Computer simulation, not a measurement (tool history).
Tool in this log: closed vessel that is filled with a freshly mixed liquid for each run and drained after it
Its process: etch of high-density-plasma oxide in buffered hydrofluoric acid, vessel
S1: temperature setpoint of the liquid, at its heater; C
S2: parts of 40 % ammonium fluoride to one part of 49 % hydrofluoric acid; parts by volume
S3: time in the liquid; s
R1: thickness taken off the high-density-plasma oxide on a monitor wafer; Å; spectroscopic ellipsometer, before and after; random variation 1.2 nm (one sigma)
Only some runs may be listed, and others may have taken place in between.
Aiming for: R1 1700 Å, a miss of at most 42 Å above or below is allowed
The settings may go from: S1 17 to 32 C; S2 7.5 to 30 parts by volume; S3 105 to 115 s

run	hour	S1	S2	S3	R1
1	0	24	20.5	105	620.78
2	7.2	22	20.5	105	555.82
3	13.6	22	17	105	665.47
4	19.5	22	14	105	791.15
5	22.4	23.5	14	105	865.22
6	27.1	23.5	11.5	105	1056
7	36.1	25.5	11.5	105	1160.3
8	40.3	27.5	11.5	105	1286
9	44.6	29	11.5	105	1386.8
10	48.2	32	10	105	1872.7
11	52	31.5	10	105	1831.7
12	53.5	31	10	105	1798.2
13	62.6	30.5	10	105	1771.6

Exactly one of the 4 candidate moves below puts every result within its allowed miss. Which one?
A	71.7	31	11	105	?
B	71.7	30	9	105	?
C	71.7	30	10.5	110	?
D	71.7	32	12	105	?

move	R1
A	1645
B	1829.8
C	1711.2
D	1592
A: moves the result that the last run missed by most past its target, out the other side
B: the biggest miss grows against the last run
C: in spec on every target
D: moves the result that the last run missed by most past its target, out the other side
So the answer is move C, the one that meets all the targets.
